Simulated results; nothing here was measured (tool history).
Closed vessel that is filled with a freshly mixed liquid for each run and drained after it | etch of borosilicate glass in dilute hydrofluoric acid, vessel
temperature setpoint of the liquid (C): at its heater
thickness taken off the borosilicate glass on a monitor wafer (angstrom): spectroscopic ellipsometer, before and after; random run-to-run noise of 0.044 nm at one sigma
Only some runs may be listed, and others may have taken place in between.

| run | day | temperature setpoint of the liquid (C) | parts of water to one part of 49 % hydrofluoric acid (parts by volume) | time in the liquid (s) | thickness taken off the borosilicate glass on a monitor wafer (angstrom) |
|---|---|---|---|---|---|
| 1 | 0.000 | 22.0 | 280 | 55 | 67.229 |
| 2 | 0.317 | 22.0 | 235 | 55 | 83.599 |
| 3 | 0.642 | 23.0 | 235 | 55 | 87.135 |
| 4 | 1.008 | 24.0 | 235 | 55 | 90.143 |
| 5 | 1.225 | 20.5 | 235 | 55 | 79.463 |
| 6 | 1.450 | 21.5 | 235 | 55 | 82.992 |
| 7 | 1.525 | 22.5 | 235 | 55 | 85.489 |
| 8 | 1.892 | 23.5 | 235 | 55 | 88.634 |
| 9 | 2.083 | 27.5 | 225 | 55 | 107.700 |

The next listed run, before its measurement:
| 10 | 2.283 | 28.5 | 225 | 55 | ? |

thickness taken off the borosilicate glass on a monitor wafer (angstrom): 111.830
